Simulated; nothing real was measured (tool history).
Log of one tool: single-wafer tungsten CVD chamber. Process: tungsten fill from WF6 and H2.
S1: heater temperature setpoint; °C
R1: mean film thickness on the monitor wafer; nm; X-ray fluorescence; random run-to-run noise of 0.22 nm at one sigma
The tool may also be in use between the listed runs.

{"run": 1, "hour": 0.0, "S1": 390, "chamber pressure (Pa)": 5546, "deposition time (s)": 26.3, "R1": 79.284}
{"run": 2, "hour": 7.7, "S1": 384, "chamber pressure (Pa)": 5426, "deposition time (s)": 26.3, "R1": 71.067}
{"run": 3, "hour": 13.6, "S1": 375, "chamber pressure (Pa)": 5426, "deposition time (s)": 26.3, "R1": 61.166}
{"run": 4, "hour": 16.3, "S1": 375, "chamber pressure (Pa)": 5426, "deposition time (s)": 25, "R1": 57.766}
{"run": 5, "hour": 20.1, "S1": 375, "chamber pressure (Pa)": 5426, "deposition time (s)": 26.3, "R1": 60.992}
{"run": 6, "hour": 22.1, "S1": 386, "chamber pressure (Pa)": 5426, "deposition time (s)": 26.3, "R1": 73.698}
{"run": 7, "hour": 29.2, "S1": 381, "chamber pressure (Pa)": 5186, "deposition time (s)": 26.2, "R1": 65.754}
{"run": 8, "hour": 37.8, "S1": 377, "chamber pressure (Pa)": 5040, "deposition time (s)": 26.2, "R1": 60.645}
{"run": 9, "hour": 40.8, "S1": 374, "chamber pressure (Pa)": 4920, "deposition time (s)": 26.2, "R1": 57.339}
{"run": 10, "hour": 42.6, "S1": 372, "chamber pressure (Pa)": 4800, "deposition time (s)": 26.2, "R1": 53.915}
{"run": 11, "hour": 50.9, "S1": 371, "chamber pressure (Pa)": 4773, "deposition time (s)": 26.2, "R1": 52.733}

Run 12 is up next; what results do you expect?
{"run": 12, "hour": 55.1, "S1": 370, "chamber pressure (Pa)": 4760, "deposition time (s)": 26.2, "R1": "?"}

{"run 12": {"R1": 51.973}}
